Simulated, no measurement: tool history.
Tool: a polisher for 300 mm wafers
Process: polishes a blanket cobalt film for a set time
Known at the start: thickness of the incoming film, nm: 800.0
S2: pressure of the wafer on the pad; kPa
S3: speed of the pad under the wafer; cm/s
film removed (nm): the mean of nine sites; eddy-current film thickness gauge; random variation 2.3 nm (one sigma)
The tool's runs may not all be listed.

run 1 hour=0 | flow_of_slurry_(ml/min)=135 S2=9.7 S3=124 polishing_time_(s)=82 | film_removed_(nm)=325.37
run 2 hour=8.8 | flow_of_slurry_(ml/min)=135 S2=11 S3=124 polishing_time_(s)=82 | film_removed_(nm)=370.55
run 3 hour=10.5 | flow_of_slurry_(ml/min)=135 S2=11 S3=152 polishing_time_(s)=82 | film_removed_(nm)=429.78
run 4 hour=18.4 | flow_of_slurry_(ml/min)=135 S2=11 S3=128 polishing_time_(s)=82 | film_removed_(nm)=378.85
run 5 hour=24.8 | flow_of_slurry_(ml/min)=135 S2=11 S3=158 polishing_time_(s)=82 | film_removed_(nm)=450.25
run 6 hour=29 | flow_of_slurry_(ml/min)=130 S2=9 S3=156 polishing_time_(s)=82 | film_removed_(nm)=358.7
run 7 hour=30.9 | flow_of_slurry_(ml/min)=130 S2=9 S3=156 polishing_time_(s)=82 | film_removed_(nm)=363.46
run 8 hour=36.9 | flow_of_slurry_(ml/min)=125 S2=7.6 S3=156 polishing_time_(s)=82 | film_removed_(nm)=310.83

Run 9 comes next. What will it give?
run 9 hour=39.2 | flow_of_slurry_(ml/min)=120 S2=6.9 S3=156 polishing_time_(s)=82 | film_removed_(nm)=?

film removed (nm): 281.17

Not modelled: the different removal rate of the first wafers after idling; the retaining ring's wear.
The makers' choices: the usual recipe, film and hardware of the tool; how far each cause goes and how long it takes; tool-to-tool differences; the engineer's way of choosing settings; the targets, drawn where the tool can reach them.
